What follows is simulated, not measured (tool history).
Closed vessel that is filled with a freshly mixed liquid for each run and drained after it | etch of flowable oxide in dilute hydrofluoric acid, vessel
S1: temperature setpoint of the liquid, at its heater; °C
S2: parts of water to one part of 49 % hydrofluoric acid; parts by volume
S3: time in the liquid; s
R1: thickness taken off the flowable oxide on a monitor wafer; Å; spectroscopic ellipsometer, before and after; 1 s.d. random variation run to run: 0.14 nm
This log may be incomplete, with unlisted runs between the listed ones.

Run 1, day 0.000: S1 26.0 °C, S2 50 parts by volume, S3 30 s. Result: R1 210.40 Å.
Run 2, day 0.346: S1 25.5 °C, S2 50 parts by volume, S3 30 s. Result: R1 208.10 Å.
Run 3, day 0.633: S1 28.5 °C, S2 50 parts by volume, S3 30 s. Result: R1 233.84 Å.
Run 4, day 0.904: S1 28.5 °C, S2 50 parts by volume, S3 30 s. Result: R1 238.44 Å.
Run 5, day 1.133: S1 27.5 °C, S2 50 parts by volume, S3 30 s. Result: R1 226.77 Å.
Run 6, day 1.333: S1 26.5 °C, S2 50 parts by volume, S3 30 s. Result: R1 217.96 Å.
Run 7, day 1.600: S1 25.5 °C, S2 50 parts by volume, S3 30 s. Result: R1 210.46 Å.
Run 8, day 1.667: S1 25.0 °C, S2 50 parts by volume, S3 30 s. Result: R1 205.09 Å.

Run 9, settings as shown, results not yet in. Your forecast:
Run 9, day 1.908: S1 24.5 °C, S2 50 parts by volume, S3 30 s. Result: R1 ?.

R1: 200.45 Å
